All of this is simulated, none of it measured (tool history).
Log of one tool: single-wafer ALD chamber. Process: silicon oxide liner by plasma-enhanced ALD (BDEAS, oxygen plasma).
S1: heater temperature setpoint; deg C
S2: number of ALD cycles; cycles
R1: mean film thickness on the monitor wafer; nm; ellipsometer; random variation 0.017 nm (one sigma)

run    day   S1  S2      R1
  1      0  310  79  7.6957
  2  0.258  310  68  6.6054
  3  0.392  309  68  6.6208
  4  0.604  320  68  6.4697
  5  0.625  318  68  6.5095
  6  0.792  317  68  6.5202
  7  1.142  316  68  6.5337
  8  1.442  315  68  6.5532
  9  1.704  314  68  6.5712
 10  2.058  313  68  6.6098

Forecast run 11:
 11  2.208  312  68   ?

{"run 11": {"R1": 6.591}}
